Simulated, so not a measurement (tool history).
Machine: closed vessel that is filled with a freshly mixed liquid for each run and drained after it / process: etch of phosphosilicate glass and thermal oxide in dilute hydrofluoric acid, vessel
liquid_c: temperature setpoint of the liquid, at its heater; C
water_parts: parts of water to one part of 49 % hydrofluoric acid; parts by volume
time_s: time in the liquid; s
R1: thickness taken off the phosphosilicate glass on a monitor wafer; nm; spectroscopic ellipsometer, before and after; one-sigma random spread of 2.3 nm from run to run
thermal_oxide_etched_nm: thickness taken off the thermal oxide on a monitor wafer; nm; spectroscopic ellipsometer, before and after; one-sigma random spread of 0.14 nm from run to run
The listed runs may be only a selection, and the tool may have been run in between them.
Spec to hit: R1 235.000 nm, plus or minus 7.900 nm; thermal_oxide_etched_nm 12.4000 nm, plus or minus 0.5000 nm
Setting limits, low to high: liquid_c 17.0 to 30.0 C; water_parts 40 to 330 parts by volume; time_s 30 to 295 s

run 1 hour=0.0 | liquid_c=22.0 water_parts=185 time_s=150 | R1=54.207 thermal_oxide_etched_nm=2.8921
run 2 hour=5.0 | liquid_c=22.0 water_parts=185 time_s=115 | R1=42.478 thermal_oxide_etched_nm=2.2321
run 3 hour=7.3 | liquid_c=23.0 water_parts=170 time_s=120 | R1=50.018 thermal_oxide_etched_nm=2.6575
run 4 hour=14.8 | liquid_c=23.5 water_parts=155 time_s=125 | R1=58.392 thermal_oxide_etched_nm=3.0712
run 5 hour=15.6 | liquid_c=24.0 water_parts=145 time_s=130 | R1=68.247 thermal_oxide_etched_nm=3.6590
run 6 hour=23.9 | liquid_c=24.5 water_parts=135 time_s=135 | R1=78.523 thermal_oxide_etched_nm=4.0878
run 7 hour=24.4 | liquid_c=25.0 water_parts=125 time_s=140 | R1=89.329 thermal_oxide_etched_nm=4.8129
run 8 hour=25.1 | liquid_c=26.5 water_parts=55 time_s=195 | R1=327.890 thermal_oxide_etched_nm=17.4970
run 9 hour=28.8 | liquid_c=26.5 water_parts=55 time_s=195 | R1=336.500 thermal_oxide_etched_nm=17.6480
run 10 hour=30.5 | liquid_c=26.0 water_parts=55 time_s=195 | R1=324.090 thermal_oxide_etched_nm=17.2370
run 11 hour=34.2 | liquid_c=25.0 water_parts=55 time_s=195 | R1=311.870 thermal_oxide_etched_nm=16.8330
run 12 hour=37.9 | liquid_c=25.0 water_parts=60 time_s=195 | R1=283.190 thermal_oxide_etched_nm=15.1380
run 13 hour=42.7 | liquid_c=24.5 water_parts=60 time_s=195 | R1=279.570 thermal_oxide_etched_nm=14.7420
run 14 hour=44.5 | liquid_c=24.0 water_parts=60 time_s=195 | R1=274.500 thermal_oxide_etched_nm=14.2980

4 candidate next runs follow, results not yet known. Just one meets every target within its allowed miss. Identify it.
run A hour=46.3 | liquid_c=24.0 water_parts=65 time_s=185 | R1=? thermal_oxide_etched_nm=?
run B hour=46.3 | liquid_c=23.0 water_parts=40 time_s=145 | R1=? thermal_oxide_etched_nm=?
run C hour=46.3 | liquid_c=27.0 water_parts=70 time_s=225 | R1=? thermal_oxide_etched_nm=?
run D hour=46.3 | liquid_c=23.5 water_parts=45 time_s=160 | R1=? thermal_oxide_etched_nm=?

move=A R1=234.590 thermal_oxide_etched_nm=12.5170
move=B R1=296.210 thermal_oxide_etched_nm=15.8050
move=C R1=296.790 thermal_oxide_etched_nm=15.8360
move=D R1=294.710 thermal_oxide_etched_nm=15.7250
A: every result lands within tolerance
B: lands further from the targets than the last run did
C: lands further from the targets than the last run did
D: lands further from the targets than the last run did
A is the move that brings every result within its allowed miss.
